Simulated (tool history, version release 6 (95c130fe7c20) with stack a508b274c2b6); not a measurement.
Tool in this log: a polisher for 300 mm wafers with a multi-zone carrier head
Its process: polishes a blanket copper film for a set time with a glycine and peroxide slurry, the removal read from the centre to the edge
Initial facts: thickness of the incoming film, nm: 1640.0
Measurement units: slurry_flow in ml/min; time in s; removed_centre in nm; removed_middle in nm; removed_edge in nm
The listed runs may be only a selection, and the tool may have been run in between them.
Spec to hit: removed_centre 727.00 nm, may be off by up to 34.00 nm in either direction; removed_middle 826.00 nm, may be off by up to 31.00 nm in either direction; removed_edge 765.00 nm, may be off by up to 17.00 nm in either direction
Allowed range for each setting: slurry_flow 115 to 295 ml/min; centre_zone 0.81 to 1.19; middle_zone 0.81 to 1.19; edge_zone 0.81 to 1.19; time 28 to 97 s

run	hour	slurry_flow	centre_zone	middle_zone	edge_zone	time	removed_centre	removed_middle	removed_edge
1	0.0	190	1.00	1.00	1.00	62	543.59	563.76	538.29
2	0.9	190	1.00	0.92	1.00	62	525.16	525.67	548.00
3	9.2	195	0.99	0.95	1.02	65	551.62	555.31	578.71
4	10.6	200	0.98	0.98	1.03	68	579.29	607.54	604.82
5	14.3	205	0.98	1.00	1.05	70	592.82	627.57	626.69
6	22.7	205	0.98	1.00	1.05	59	502.26	531.84	532.69
7	30.1	210	0.98	1.02	1.07	62	542.06	577.27	559.37
8	37.2	215	0.92	1.06	1.15	80	650.72	756.45	760.27
9	39.6	220	0.93	1.07	1.15	80	669.38	770.56	759.94
10	42.7	225	0.94	1.08	1.15	80	673.88	789.16	756.85

Exactly one of the 4 candidate moves below puts every result within its allowed miss. Which one?
A	45.8	235	1.01	1.12	1.13	81	?	?	?
B	45.8	135	1.10	1.05	1.19	82	?	?	?
C	45.8	235	0.94	1.06	1.19	78	?	?	?
D	45.8	225	0.90	1.13	1.15	80	?	?	?

move	removed_centre	removed_middle	removed_edge
A	723.44	815.52	770.78
B	725.04	728.04	762.24
C	657.71	749.35	763.04
D	648.84	808.16	765.37
A: meets every target
B: the furthest-off result lands on target, but another misses its tolerance
C: moves away from the targets compared with the last run
D: moves away from the targets compared with the last run
Answer: A
